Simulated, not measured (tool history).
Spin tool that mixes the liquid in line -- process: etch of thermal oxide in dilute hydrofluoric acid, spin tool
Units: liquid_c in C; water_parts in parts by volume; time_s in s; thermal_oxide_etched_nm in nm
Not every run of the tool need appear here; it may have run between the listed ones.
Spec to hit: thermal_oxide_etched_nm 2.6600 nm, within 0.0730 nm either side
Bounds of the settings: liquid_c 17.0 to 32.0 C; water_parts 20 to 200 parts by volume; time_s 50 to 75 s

run	day	liquid_c	water_parts	time_s	thermal_oxide_etched_nm
1	0.000	24.0	110	75	3.2637
2	0.188	24.0	95	75	3.8402
3	0.254	24.0	95	75	3.8646
4	0.458	24.0	65	75	5.8533
5	0.800	21.0	65	75	5.2238
6	1.162	21.0	65	75	5.1396
7	1.267	20.5	70	75	4.6417
8	1.633	20.5	70	75	4.6589
9	1.896	20.0	75	75	4.2344
10	2.133	19.5	80	75	3.8700
11	2.208	19.0	85	75	3.5357
12	2.408	18.5	85	75	3.4670
13	2.667	17.5	95	75	2.9237

Which of these 4 next moves meets every target?
A	2.925	20.0	100	75	?
B	2.925	20.5	80	50	?
C	2.925	20.0	70	50	?
D	2.925	18.0	85	75	?

move	thermal_oxide_etched_nm
A	3.0799
B	2.6805
C	3.0356
D	3.3895
A: moves away from the targets compared with the last run
B: all results land within tolerance of their targets
C: moves away from the targets compared with the last run
D: moves away from the targets compared with the last run
B meets every target.

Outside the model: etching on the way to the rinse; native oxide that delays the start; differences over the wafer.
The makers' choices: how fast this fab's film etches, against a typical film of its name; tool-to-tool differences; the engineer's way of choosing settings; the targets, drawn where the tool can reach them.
